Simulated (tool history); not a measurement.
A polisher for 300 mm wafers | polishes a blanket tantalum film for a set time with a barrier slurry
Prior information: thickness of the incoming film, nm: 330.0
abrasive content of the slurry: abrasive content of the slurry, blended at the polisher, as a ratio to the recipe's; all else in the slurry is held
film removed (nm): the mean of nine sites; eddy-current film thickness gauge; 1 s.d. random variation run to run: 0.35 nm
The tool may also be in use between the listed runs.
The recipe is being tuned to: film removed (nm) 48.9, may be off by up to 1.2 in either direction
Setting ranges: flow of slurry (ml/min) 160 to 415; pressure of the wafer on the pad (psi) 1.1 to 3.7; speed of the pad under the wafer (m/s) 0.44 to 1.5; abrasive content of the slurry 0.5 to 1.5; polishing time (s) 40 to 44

run  hour  flow of slurry (ml/min)  pressure of the wafer on the pad (psi)  speed of the pad under the wafer (m/s)  abrasive content of the slurry  polishing time (s)  film removed (nm)
  1     0                      265                                     2.4                                    0.96                               1                  44              99.63
  2   1.8                      265                                     2.2                                    0.94                               1                  44             89.585
  3   3.1                      265                                     2.1                                    0.92                               1                  44             82.633
  4   9.3                      265                                     2.1                                    0.76                               1                  44             69.833
  5  17.1                      265                                       2                                    0.76                               1                  44             66.822
  6  21.7                      265                                     1.9                                    0.76                               1                  44             63.214
  7  25.1                      265                                     1.8                                    0.76                               1                  44             60.082
  8  25.9                      265                                     1.7                                    0.76                               1                  44             57.115
  9  27.7                      255                                     1.5                                    0.76                               1                  44             50.256

Exercise: of the 5 proposed moves below, exactly one satisfies all targets within the stated allowed misses. Which move is it?
  A  29.5                      310                                     1.7                                    0.72                             0.9                  44                  ?
  B  29.5                      260                                     1.3                                     0.9                             1.1                  43                  ?
  C  29.5                      255                                     1.9                                    0.62                               1                  44                  ?
  D  29.5                      270                                     1.6                                    0.84                            0.75                  44                  ?
  E  29.5                      235                                     1.6                                    0.74                            0.95                  42                  ?

move  film removed (nm)
   A             53.292
   B             52.133
   C             52.008
   D             54.053
   E             48.625
A: the biggest miss grows against the last run
B: the biggest miss grows against the last run
C: the biggest miss grows against the last run
D: the biggest miss grows against the last run
E: meets every target
Go with E: it meets all targets.

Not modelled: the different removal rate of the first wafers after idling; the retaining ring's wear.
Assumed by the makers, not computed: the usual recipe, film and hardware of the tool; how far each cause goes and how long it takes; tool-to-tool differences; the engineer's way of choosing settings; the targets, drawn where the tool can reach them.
